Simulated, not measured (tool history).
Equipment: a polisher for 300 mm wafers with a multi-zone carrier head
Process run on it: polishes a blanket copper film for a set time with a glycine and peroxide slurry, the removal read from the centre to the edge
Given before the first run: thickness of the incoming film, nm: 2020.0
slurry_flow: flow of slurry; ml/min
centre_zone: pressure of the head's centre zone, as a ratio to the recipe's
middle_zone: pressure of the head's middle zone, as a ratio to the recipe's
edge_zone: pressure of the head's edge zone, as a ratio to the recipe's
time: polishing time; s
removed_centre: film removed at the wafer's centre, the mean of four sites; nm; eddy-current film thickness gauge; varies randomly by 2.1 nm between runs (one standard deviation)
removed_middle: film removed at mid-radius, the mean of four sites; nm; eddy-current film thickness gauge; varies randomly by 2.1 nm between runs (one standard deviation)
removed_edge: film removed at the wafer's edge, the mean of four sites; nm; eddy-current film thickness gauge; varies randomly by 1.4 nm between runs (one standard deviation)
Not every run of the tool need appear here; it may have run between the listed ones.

run  hour  slurry_flow  centre_zone  middle_zone  edge_zone  time  removed_centre  removed_middle  removed_edge
  1   0.0          180         1.00         1.00       1.00    81          238.98          245.53        253.06
  2   8.7          175         0.99         1.02       0.98    80          238.30          245.38        247.53
  3  12.0          205         0.99         1.02       0.98    80          239.21          250.14        252.23
  4  14.8          205         0.95         1.02       0.98    80          230.39          251.81        249.68
  5  19.4          200         0.94         1.03       0.96    79          229.97          251.11        247.13
  6  27.8          160         0.94         1.03       0.96    79          220.25          243.57        240.08
  7  31.4          160         0.93         1.05       0.94    78          216.89          241.99        233.58

Estimate the outcome of run 8 from the log above:
  8  39.2          155         0.92         1.06       0.92    78               ?               ?             ?

{"run 8": {"removed_centre": 210.57, "removed_middle": 245.35, "removed_edge": 231.06}}
